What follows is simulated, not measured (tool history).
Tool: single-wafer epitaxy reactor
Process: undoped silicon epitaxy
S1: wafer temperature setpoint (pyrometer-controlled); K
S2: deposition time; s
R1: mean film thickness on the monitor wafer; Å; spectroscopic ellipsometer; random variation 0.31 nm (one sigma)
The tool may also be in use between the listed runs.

run,hour,S1,S2,R1
1,0,918.15,529,733.23
2,4.8,914.15,528,682.05
3,5.8,914.15,483,622.96
4,7.3,921.15,483,711.61
5,11.7,915.15,483,637.23
6,16.3,915.15,538,703.73
7,17.7,912.15,537,666.4
8,19.6,909.15,536,627.27
9,25.4,907.15,536,602.51
10,25.9,906.15,536,593.83

Forecast run 11:
11,31.9,905.15,536,?

Run 11 gave R1 582.34 Å.

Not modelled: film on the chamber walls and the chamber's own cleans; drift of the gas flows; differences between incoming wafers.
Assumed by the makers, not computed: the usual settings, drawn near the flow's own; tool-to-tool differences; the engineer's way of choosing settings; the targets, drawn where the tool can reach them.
